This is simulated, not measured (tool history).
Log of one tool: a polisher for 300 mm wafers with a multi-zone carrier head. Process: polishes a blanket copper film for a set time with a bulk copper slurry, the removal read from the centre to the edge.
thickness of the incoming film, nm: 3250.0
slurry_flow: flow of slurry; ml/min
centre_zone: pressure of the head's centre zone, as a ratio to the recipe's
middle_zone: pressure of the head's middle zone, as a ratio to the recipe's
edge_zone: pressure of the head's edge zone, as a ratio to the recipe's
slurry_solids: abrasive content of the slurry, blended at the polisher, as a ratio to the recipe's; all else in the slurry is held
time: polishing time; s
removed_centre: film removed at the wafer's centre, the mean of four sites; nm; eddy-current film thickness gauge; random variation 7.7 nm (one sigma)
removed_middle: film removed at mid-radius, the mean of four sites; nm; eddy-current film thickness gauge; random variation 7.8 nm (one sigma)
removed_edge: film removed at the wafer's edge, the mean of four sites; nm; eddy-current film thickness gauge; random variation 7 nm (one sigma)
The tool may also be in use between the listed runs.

run,hour,slurry_flow,centre_zone,middle_zone,edge_zone,slurry_solids,time,removed_centre,removed_middle,removed_edge
1,0,160,1,1,1,1,76,1173.6,1173.8,1172.6
2,8.2,160,1,1.04,1,1,76,1176.7,1212,1187.3
3,12.3,160,1,0.97,1,1,76,1170.5,1125.2,1181.3
4,15.5,125,1,0.97,1,1,76,1118.2,1082,1141
5,16.9,155,1,0.97,1,1,76,1153.5,1156.5,1179
6,22.9,145,1.01,0.95,0.99,0.9,75,1126,1074.9,1099.8
7,26.1,140,1.01,0.93,0.99,0.85,74,1081.9,1030.5,1105.2
8,31.3,135,1.02,0.91,0.97,0.8,73,1051.6,969.7,1042.6

Run 9 comes next. What will it give?
9,35.2,130,1.02,0.89,0.95,0.8,73,?,?,?

Run 9 gave removed_centre 1049.1 nm, removed_middle 956.35 nm, removed_edge 1044 nm.

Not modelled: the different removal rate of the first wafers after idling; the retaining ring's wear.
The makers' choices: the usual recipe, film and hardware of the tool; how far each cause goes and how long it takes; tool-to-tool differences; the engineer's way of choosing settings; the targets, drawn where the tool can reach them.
